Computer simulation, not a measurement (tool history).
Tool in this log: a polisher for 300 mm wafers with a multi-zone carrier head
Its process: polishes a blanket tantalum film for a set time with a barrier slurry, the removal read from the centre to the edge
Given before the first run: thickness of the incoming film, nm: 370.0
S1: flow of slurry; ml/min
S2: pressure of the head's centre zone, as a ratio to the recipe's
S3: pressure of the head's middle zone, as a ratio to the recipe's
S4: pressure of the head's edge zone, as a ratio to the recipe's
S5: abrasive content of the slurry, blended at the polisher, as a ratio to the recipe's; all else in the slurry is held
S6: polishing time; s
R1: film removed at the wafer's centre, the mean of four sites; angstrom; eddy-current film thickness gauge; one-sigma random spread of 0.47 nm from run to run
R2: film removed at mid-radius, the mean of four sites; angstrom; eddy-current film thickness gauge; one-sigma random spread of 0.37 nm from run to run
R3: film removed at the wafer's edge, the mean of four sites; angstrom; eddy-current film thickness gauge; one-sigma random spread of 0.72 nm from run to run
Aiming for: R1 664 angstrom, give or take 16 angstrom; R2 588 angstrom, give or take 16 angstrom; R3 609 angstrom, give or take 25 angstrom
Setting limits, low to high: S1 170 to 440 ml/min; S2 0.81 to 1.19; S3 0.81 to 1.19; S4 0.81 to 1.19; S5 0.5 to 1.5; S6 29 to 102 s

run	hour	S1	S2	S3	S4	S5	S6	R1	R2	R3
1	0	280	1	1	1	1	65	862.85	849.17	837.36
2	1.6	280	1	1	1	1	78	1015.4	1008	1028.4
3	4.5	280	1	0.97	0.98	0.9	74	959.56	923.24	919.55
4	5.6	280	1.07	0.97	0.98	0.9	74	992.68	913.8	938.18
5	7.9	270	1.05	0.94	0.98	0.85	71	927.95	834.3	872.04
6	16.5	260	1.03	0.92	0.97	0.8	69	872.21	781.7	836.58
7	18.4	265	1.02	0.91	0.95	0.75	67	813.82	745.02	779.4
8	24.3	265	1.02	0.91	0.95	0.75	67	820.28	742.2	779.25
9	28.4	265	1.01	0.89	0.93	0.7	66	781.39	700.83	745.66
10	32.9	270	1.01	0.88	0.91	0.65	65	760.33	670.34	711.04
11	37.2	275	1	0.87	0.89	0.6	65	738.65	652.63	687.57
12	42.5	280	0.99	0.86	0.88	0.6	65	732.14	644.44	697.62
13	48.9	270	0.99	0.86	0.87	0.6	64	703.88	631.08	664.53
14	57	260	0.99	0.85	0.86	0.6	64	716.02	625.82	680.42
15	65.4	270	0.99	0.85	0.85	0.6	64	716.19	636.22	659.22
16	72	275	0.97	0.81	0.81	0.5	62	650.84	552.51	592.98
17	72.9	280	0.97	0.82	0.81	0.5	62	655.76	560.18	595.17
18	78.1	280	0.97	0.82	0.81	0.5	62	644.39	554.51	589.22
19	86.6	280	0.97	0.83	0.82	0.5	62	647.03	562.81	600.53

Which single option among these 4 for the next run brings every result within its allowed miss of target? Just one does.
A	95.1	285	0.96	0.84	0.81	0.55	62	?	?	?
B	95.1	320	1	0.85	0.86	0.5	59	?	?	?
C	95.1	360	0.97	0.84	0.85	0.55	58	?	?	?
D	95.1	385	1.04	0.82	0.81	0.6	54	?	?	?

move	R1	R2	R3
A	661.17	596.64	628.75
B	637.8	562.04	600.11
C	639.47	570.98	610.97
D	650.64	538.94	575.77
A: all results in spec
B: about as far from the targets as the last run
C: about as far from the targets as the last run
D: the biggest miss grows against the last run
A meets every target.
